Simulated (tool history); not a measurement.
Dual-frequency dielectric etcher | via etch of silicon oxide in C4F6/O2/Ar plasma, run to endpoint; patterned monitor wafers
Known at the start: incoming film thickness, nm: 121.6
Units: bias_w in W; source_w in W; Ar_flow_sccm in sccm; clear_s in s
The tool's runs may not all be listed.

run	day	bias_w	source_w	Ar_flow_sccm	clear_s
1	0	543	250	387	33.678
2	0.262	581	250	385	32.717
3	0.533	609	250	384	31.93
4	0.604	628	250	383	31.565
5	0.921	572	250	383	32.917
6	1.129	522	250	383	34.31
7	1.175	563	250	382	33.128

Forecast run 8:
8	1.521	594	250	381	?

clear_s: 32.382 s
